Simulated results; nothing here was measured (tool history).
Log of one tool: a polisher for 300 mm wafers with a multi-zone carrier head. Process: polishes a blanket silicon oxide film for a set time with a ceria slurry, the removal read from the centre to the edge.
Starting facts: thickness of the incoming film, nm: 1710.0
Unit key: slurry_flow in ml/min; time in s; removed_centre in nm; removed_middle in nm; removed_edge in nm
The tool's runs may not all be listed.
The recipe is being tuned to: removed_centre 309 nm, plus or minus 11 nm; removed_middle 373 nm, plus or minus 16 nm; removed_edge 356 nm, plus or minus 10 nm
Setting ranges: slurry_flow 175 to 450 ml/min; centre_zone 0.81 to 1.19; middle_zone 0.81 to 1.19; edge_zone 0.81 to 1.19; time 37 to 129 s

run 1 hour=0 | slurry_flow=290 centre_zone=1 middle_zone=1 edge_zone=1 time=83 | removed_centre=259.62 removed_middle=259.09 removed_edge=258.88
run 2 hour=7.3 | slurry_flow=290 centre_zone=1 middle_zone=0.91 edge_zone=1 time=83 | removed_centre=257.92 removed_middle=236.59 removed_edge=258.11
run 3 hour=8.8 | slurry_flow=290 centre_zone=1 middle_zone=0.87 edge_zone=1 time=83 | removed_centre=258.43 removed_middle=232.47 removed_edge=256.76
run 4 hour=15.9 | slurry_flow=340 centre_zone=1 middle_zone=0.87 edge_zone=1 time=83 | removed_centre=263.33 removed_middle=235.84 removed_edge=265.72
run 5 hour=22.6 | slurry_flow=340 centre_zone=0.93 middle_zone=0.87 edge_zone=1 time=83 | removed_centre=246.11 removed_middle=241.63 removed_edge=257.93
run 6 hour=31.5 | slurry_flow=350 centre_zone=0.93 middle_zone=0.91 edge_zone=1.03 time=86 | removed_centre=256.27 removed_middle=257.24 removed_edge=270.87
run 7 hour=32.9 | slurry_flow=355 centre_zone=0.92 middle_zone=0.93 edge_zone=1.05 time=90 | removed_centre=264.4 removed_middle=268.28 removed_edge=288.81
run 8 hour=39.5 | slurry_flow=360 centre_zone=0.91 middle_zone=0.97 edge_zone=1.06 time=93 | removed_centre=270.8 removed_middle=288.91 removed_edge=301.57
run 9 hour=46.5 | slurry_flow=365 centre_zone=0.91 middle_zone=1 edge_zone=1.07 time=95 | removed_centre=275.56 removed_middle=303.82 removed_edge=309.29
run 10 hour=51.2 | slurry_flow=370 centre_zone=0.91 middle_zone=1.02 edge_zone=1.08 time=97 | removed_centre=283.02 removed_middle=316.4 removed_edge=314.15
run 11 hour=54 | slurry_flow=370 centre_zone=0.91 middle_zone=1.03 edge_zone=1.09 time=99 | removed_centre=289.4 removed_middle=322.19 removed_edge=323.56
run 12 hour=56.2 | slurry_flow=370 centre_zone=0.91 middle_zone=1.04 edge_zone=1.1 time=100 | removed_centre=291.72 removed_middle=333.01 removed_edge=326.14
run 13 hour=64.3 | slurry_flow=370 centre_zone=0.91 middle_zone=1.05 edge_zone=1.1 time=101 | removed_centre=291.93 removed_middle=339.32 removed_edge=332.71

Of the 5 settings listed for the next run, only one would bring every result within its allowed miss of target. Which one?
run A hour=72.4 | slurry_flow=360 centre_zone=0.94 middle_zone=1.05 edge_zone=1.02 time=98 | removed_centre=? removed_middle=? removed_edge=?
run B hour=72.4 | slurry_flow=410 centre_zone=0.87 middle_zone=1.05 edge_zone=1.05 time=111 | removed_centre=? removed_middle=? removed_edge=?
run C hour=72.4 | slurry_flow=425 centre_zone=0.83 middle_zone=1.07 edge_zone=1.12 time=105 | removed_centre=? removed_middle=? removed_edge=?
run D hour=72.4 | slurry_flow=300 centre_zone=0.9 middle_zone=1.19 edge_zone=0.88 time=108 | removed_centre=? removed_middle=? removed_edge=?
run E hour=72.4 | slurry_flow=380 centre_zone=1.04 middle_zone=1.06 edge_zone=0.99 time=97 | removed_centre=? removed_middle=? removed_edge=?

move=A removed_centre=296.41 removed_middle=335.46 removed_edge=308.94
move=B removed_centre=314.09 removed_middle=384.03 removed_edge=357.65
move=C removed_centre=284.19 removed_middle=370.16 removed_edge=349.8
move=D removed_centre=306.99 removed_middle=404.7 removed_edge=313.42
move=E removed_centre=326.49 removed_middle=336.07 removed_edge=302.52
A: moves away from the targets compared with the last run
B: all results in spec
C: the furthest-off result lands on target, but another misses its tolerance
D: moves away from the targets compared with the last run
E: moves away from the targets compared with the last run
The right move is B.

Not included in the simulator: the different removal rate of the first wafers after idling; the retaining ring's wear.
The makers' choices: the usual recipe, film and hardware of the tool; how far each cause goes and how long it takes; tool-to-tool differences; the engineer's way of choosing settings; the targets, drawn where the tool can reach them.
